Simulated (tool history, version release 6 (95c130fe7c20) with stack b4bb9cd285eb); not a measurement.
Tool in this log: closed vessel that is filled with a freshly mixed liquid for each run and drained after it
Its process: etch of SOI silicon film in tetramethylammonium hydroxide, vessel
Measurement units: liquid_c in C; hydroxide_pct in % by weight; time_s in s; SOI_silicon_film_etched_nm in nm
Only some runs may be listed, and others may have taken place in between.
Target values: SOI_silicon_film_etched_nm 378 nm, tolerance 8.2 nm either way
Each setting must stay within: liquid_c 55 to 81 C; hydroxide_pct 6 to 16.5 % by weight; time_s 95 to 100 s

run 1 hour=0 | liquid_c=68 hydroxide_pct=11 time_s=95 | SOI_silicon_film_etched_nm=621.23
run 2 hour=5.8 | liquid_c=68 hydroxide_pct=11 time_s=100 | SOI_silicon_film_etched_nm=657.56
run 3 hour=7.2 | liquid_c=66 hydroxide_pct=11 time_s=100 | SOI_silicon_film_etched_nm=580.36
run 4 hour=12.4 | liquid_c=66 hydroxide_pct=12.5 time_s=100 | SOI_silicon_film_etched_nm=553.16
run 5 hour=13.5 | liquid_c=70 hydroxide_pct=12.5 time_s=100 | SOI_silicon_film_etched_nm=703.49
run 6 hour=17.4 | liquid_c=68 hydroxide_pct=12.5 time_s=100 | SOI_silicon_film_etched_nm=628.85
run 7 hour=19.7 | liquid_c=66 hydroxide_pct=12.5 time_s=100 | SOI_silicon_film_etched_nm=550.57
run 8 hour=23.5 | liquid_c=64.5 hydroxide_pct=12.5 time_s=100 | SOI_silicon_film_etched_nm=507.29
run 9 hour=25.2 | liquid_c=63.5 hydroxide_pct=12.5 time_s=100 | SOI_silicon_film_etched_nm=478.15
run 10 hour=32.9 | liquid_c=62.5 hydroxide_pct=12.5 time_s=100 | SOI_silicon_film_etched_nm=448.69
run 11 hour=35.4 | liquid_c=62 hydroxide_pct=12.5 time_s=100 | SOI_silicon_film_etched_nm=435.21
run 12 hour=36.7 | liquid_c=61.5 hydroxide_pct=12.5 time_s=100 | SOI_silicon_film_etched_nm=423.39
run 13 hour=42.8 | liquid_c=61 hydroxide_pct=12.5 time_s=100 | SOI_silicon_film_etched_nm=410.07
run 14 hour=47.3 | liquid_c=60.5 hydroxide_pct=12.5 time_s=100 | SOI_silicon_film_etched_nm=394.41

Next run, 4 choices. One meets every target within its allowed miss, the rest don't. Which?
run A hour=51.8 | liquid_c=59.5 hydroxide_pct=12 time_s=95 | SOI_silicon_film_etched_nm=?
run B hour=51.8 | liquid_c=59.5 hydroxide_pct=10 time_s=100 | SOI_silicon_film_etched_nm=?
run C hour=51.8 | liquid_c=59.5 hydroxide_pct=13.5 time_s=100 | SOI_silicon_film_etched_nm=?
run D hour=51.8 | liquid_c=60 hydroxide_pct=13 time_s=100 | SOI_silicon_film_etched_nm=?

move=A SOI_silicon_film_etched_nm=359.57
move=B SOI_silicon_film_etched_nm=404.11
move=C SOI_silicon_film_etched_nm=359.28
move=D SOI_silicon_film_etched_nm=377.36
A: pushes the last run's worst result past its target
B: the biggest miss grows against the last run
C: pushes the last run's worst result past its target
D: each result inside its tolerance
Go with D: it meets all targets.

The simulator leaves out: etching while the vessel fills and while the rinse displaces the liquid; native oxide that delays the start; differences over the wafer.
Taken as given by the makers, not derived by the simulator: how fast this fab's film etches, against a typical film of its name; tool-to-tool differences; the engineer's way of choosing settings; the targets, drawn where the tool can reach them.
